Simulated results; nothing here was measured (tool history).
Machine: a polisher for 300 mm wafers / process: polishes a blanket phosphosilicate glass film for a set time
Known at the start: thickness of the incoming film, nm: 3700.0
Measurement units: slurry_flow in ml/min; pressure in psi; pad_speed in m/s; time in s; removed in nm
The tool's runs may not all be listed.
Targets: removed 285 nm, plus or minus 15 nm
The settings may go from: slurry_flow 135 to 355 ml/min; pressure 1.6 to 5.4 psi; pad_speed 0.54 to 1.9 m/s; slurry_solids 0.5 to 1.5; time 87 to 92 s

run	day	slurry_flow	pressure	pad_speed	slurry_solids	time	removed
1	0	225	3.5	1.22	1	87	828.26
2	0.217	225	3.5	1.34	1	87	916.62
3	0.246	225	3.5	1.58	1	87	1053.7
4	0.492	225	3.5	1.78	1	87	1166.5
5	0.838	225	3.5	1.78	1	87	1188.8
6	1.058	200	3.5	1.78	1	87	1122.7
7	1.342	190	3.1	1.54	0.95	87	857.04
8	1.579	180	2.8	1.34	0.9	87	689.47
9	1.65	175	2.5	1.18	0.85	87	524.8
10	1.771	170	1.6	0.84	0.8	87	248.82
11	2.004	170	1.7	0.84	0.8	87	265.98

4 next moves are on the table. One of them brings every result within its allowed miss. Which?
A	2.238	155	1.6	0.82	0.85	87	?
B	2.238	135	2.3	0.54	0.8	87	?
C	2.238	160	2.1	1.14	0.5	90	?
D	2.238	150	1.6	0.72	1.1	87	?

move	removed
A	246.84
B	232.18
C	276.17
D	256.47
A: the biggest miss grows against the last run
B: the biggest miss grows against the last run
C: all results land within tolerance of their targets
D: the biggest miss grows against the last run
C meets every target.

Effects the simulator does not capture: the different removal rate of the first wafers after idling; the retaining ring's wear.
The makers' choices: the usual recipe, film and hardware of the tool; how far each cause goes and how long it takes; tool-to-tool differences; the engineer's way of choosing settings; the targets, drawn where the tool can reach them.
